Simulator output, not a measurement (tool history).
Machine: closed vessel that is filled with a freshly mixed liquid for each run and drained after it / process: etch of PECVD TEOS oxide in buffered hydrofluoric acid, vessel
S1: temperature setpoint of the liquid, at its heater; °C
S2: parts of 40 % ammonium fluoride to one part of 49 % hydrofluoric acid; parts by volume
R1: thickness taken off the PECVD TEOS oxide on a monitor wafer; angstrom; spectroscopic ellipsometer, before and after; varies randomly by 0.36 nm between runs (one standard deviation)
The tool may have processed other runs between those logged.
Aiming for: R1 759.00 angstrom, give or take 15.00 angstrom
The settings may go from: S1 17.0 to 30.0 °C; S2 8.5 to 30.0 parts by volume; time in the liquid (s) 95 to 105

{"run": 1, "hour": 0.0, "S1": 22.0, "S2": 23.0, "time in the liquid (s)": 95, "R1": 526.2}
{"run": 2, "hour": 4.5, "S1": 22.0, "S2": 20.0, "time in the liquid (s)": 95, "R1": 578.21}
{"run": 3, "hour": 12.7, "S1": 23.5, "S2": 20.0, "time in the liquid (s)": 95, "R1": 628.06}
{"run": 4, "hour": 14.8, "S1": 23.5, "S2": 25.0, "time in the liquid (s)": 95, "R1": 534.79}
{"run": 5, "hour": 20.8, "S1": 23.5, "S2": 25.0, "time in the liquid (s)": 105, "R1": 596.54}
{"run": 6, "hour": 25.9, "S1": 24.5, "S2": 25.0, "time in the liquid (s)": 105, "R1": 632.91}
{"run": 7, "hour": 33.8, "S1": 24.5, "S2": 25.0, "time in the liquid (s)": 105, "R1": 628.97}
{"run": 8, "hour": 39.5, "S1": 24.5, "S2": 25.0, "time in the liquid (s)": 105, "R1": 625.68}
{"run": 9, "hour": 46.0, "S1": 28.5, "S2": 25.0, "time in the liquid (s)": 105, "R1": 776.17}
{"run": 10, "hour": 47.9, "S1": 28.5, "S2": 25.0, "time in the liquid (s)": 105, "R1": 784.2}

Which of these 4 next moves meets every target?
{"run": "A", "hour": 49.8, "S1": 29.0, "S2": 24.0, "time in the liquid (s)": 105, "R1": "?"}
{"run": "B", "hour": 49.8, "S1": 30.0, "S2": 25.5, "time in the liquid (s)": 95, "R1": "?"}
{"run": "C", "hour": 49.8, "S1": 26.5, "S2": 19.0, "time in the liquid (s)": 100, "R1": "?"}
{"run": "D", "hour": 49.8, "S1": 30.0, "S2": 23.0, "time in the liquid (s)": 95, "R1": "?"}

move=A R1=826.62
move=B R1=756.70
move=C R1=820.67
move=D R1=811.94
A: misses by more than the last run did
B: meets every target
C: misses by more than the last run did
D: misses by more than the last run did
B is the move that brings every result within its allowed miss.
